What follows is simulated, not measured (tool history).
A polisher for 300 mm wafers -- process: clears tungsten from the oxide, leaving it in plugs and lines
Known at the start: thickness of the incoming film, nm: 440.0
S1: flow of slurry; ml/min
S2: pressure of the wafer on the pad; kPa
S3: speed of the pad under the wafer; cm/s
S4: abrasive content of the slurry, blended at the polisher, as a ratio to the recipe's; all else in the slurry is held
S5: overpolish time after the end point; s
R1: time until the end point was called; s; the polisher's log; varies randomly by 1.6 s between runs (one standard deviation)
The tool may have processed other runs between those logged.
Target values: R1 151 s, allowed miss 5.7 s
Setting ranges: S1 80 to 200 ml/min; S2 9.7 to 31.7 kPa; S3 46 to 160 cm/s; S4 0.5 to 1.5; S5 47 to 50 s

run,hour,S1,S2,S3,S4,S5,R1
1,0,130,20.7,102,1,47,97.706
2,7.8,130,20.7,102,1,50,97.791
3,11.2,160,20.7,102,1,50,95.182
4,12.4,160,17.9,102,1,50,108.39
5,17.7,160,17.9,102,1.1,50,106.74
6,20.7,160,15.9,102,1.1,50,119.42
7,22.7,160,14.5,102,1.1,50,129.97
8,29.1,135,11.7,102,1.1,50,159.4
9,37.8,140,11.7,102,1.1,50,162.44

Exercise: of the 5 proposed moves below, exactly one satisfies all targets within the stated allowed misses. Which move is it?
A,46.5,185,10.3,96,1,47,?
B,46.5,170,13.8,78,0.85,50,?
C,46.5,140,10.3,106,1.05,50,?
D,46.5,120,13.8,94,1.3,50,?
E,46.5,145,10.3,104,1.05,47,?

move,R1
A,193.11
B,189.06
C,181.06
D,151.16
E,183.33
A: moves away from the targets compared with the last run
B: moves away from the targets compared with the last run
C: moves away from the targets compared with the last run
D: each result inside its tolerance
E: moves away from the targets compared with the last run
So the answer is move D, the one that meets all the targets.

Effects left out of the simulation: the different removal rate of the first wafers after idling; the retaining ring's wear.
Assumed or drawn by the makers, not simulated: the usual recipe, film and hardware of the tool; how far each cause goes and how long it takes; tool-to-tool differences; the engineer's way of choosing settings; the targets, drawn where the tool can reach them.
